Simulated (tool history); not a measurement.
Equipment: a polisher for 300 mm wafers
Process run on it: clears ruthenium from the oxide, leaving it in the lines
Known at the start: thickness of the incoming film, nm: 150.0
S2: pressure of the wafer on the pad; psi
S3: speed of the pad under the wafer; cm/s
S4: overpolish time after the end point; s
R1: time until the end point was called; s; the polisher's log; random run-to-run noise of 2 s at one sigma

run 1 day=0.000 | flow_of_slurry_(ml/min)=260 S2=2.0 S3=126 S4=3 | R1=99.491
run 2 day=0.025 | flow_of_slurry_(ml/min)=260 S2=1.8 S3=124 S4=3 | R1=108.150
run 3 day=0.129 | flow_of_slurry_(ml/min)=260 S2=1.8 S3=144 S4=3 | R1=95.620
run 4 day=0.238 | flow_of_slurry_(ml/min)=235 S2=1.8 S3=144 S4=3 | R1=98.139
run 5 day=0.592 | flow_of_slurry_(ml/min)=235 S2=1.8 S3=144 S4=3 | R1=97.135
run 6 day=0.967 | flow_of_slurry_(ml/min)=230 S2=1.6 S3=138 S4=3 | R1=113.450

Forecast run 7:
run 7 day=1.021 | flow_of_slurry_(ml/min)=225 S2=1.0 S3=122 S4=3 | R1=?

R1: 198.280 s
